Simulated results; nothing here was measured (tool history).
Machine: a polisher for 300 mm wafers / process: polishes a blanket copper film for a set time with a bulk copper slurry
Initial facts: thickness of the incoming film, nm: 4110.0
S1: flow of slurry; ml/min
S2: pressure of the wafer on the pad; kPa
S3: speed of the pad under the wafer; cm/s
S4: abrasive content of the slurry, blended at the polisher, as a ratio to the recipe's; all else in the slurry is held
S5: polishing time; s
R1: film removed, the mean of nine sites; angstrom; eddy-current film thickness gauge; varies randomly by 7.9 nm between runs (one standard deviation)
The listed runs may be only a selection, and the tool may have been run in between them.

{"run": 1, "day": 0.0, "S1": 205, "S2": 23.4, "S3": 126, "S4": 1.0, "S5": 31, "R1": 4135.3}
{"run": 2, "day": 0.104, "S1": 205, "S2": 24.8, "S3": 126, "S4": 1.0, "S5": 31, "R1": 4243.6}
{"run": 3, "day": 0.471, "S1": 160, "S2": 24.8, "S3": 126, "S4": 1.0, "S5": 31, "R1": 4130.4}
{"run": 4, "day": 0.825, "S1": 160, "S2": 22.8, "S3": 126, "S4": 1.0, "S5": 31, "R1": 3744.9}
{"run": 5, "day": 1.108, "S1": 160, "S2": 22.8, "S3": 126, "S4": 1.15, "S5": 31, "R1": 3831.9}
{"run": 6, "day": 1.329, "S1": 160, "S2": 22.8, "S3": 126, "S4": 1.35, "S5": 31, "R1": 3880.3}
{"run": 7, "day": 1.488, "S1": 165, "S2": 24.1, "S3": 126, "S4": 1.35, "S5": 31, "R1": 4221.6}
{"run": 8, "day": 1.575, "S1": 180, "S2": 31.0, "S3": 128, "S4": 1.35, "S5": 31, "R1": 5523.0}

Run 9 is up next; what results do you expect?
{"run": 9, "day": 1.654, "S1": 180, "S2": 31.7, "S3": 128, "S4": 1.35, "S5": 31, "R1": "?"}

R1: 5605.8 angstrom

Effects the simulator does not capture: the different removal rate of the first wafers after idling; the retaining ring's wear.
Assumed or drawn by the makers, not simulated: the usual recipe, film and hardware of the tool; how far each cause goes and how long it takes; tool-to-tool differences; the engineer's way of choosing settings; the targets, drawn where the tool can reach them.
